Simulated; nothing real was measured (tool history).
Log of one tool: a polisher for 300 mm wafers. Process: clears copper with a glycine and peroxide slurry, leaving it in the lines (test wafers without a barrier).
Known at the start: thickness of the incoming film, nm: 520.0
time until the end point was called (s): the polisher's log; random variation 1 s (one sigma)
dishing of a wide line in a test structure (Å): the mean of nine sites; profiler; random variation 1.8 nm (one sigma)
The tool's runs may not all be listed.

run  hour  flow of slurry (ml/min)  pressure of the wafer on the pad (psi)  speed of the pad under the wafer (m/s)  overpolish time after the end point (s)  time until the end point was called (s)  dishing of a wide line in a test structure (Å)
  1   0.0                      270                                     3.3                                    1.16                                       28                                   72.672                                          1133.3
  2   5.0                      270                                     3.3                                    1.16                                       33                                   74.018                                          1253.4
  3   7.8                      270                                     3.3                                    1.16                                       28                                   71.889                                          1135.0
  4  13.2                      270                                     3.7                                    1.16                                       30                                   64.059                                          1253.3
  5  19.6                      270                                     3.9                                    1.18                                       33                                   60.796                                          1365.9
  6  23.7                      270                                     3.9                                    1.06                                       33                                   67.577                                          1324.3

Forecast run 7:
  7  28.1                      270                                     4.2                                    1.06                                       35                                        ?                                               ?

{"run 7": {"time until the end point was called (s)": 63.409, "dishing of a wide line in a test structure (Å)": 1423.6}}
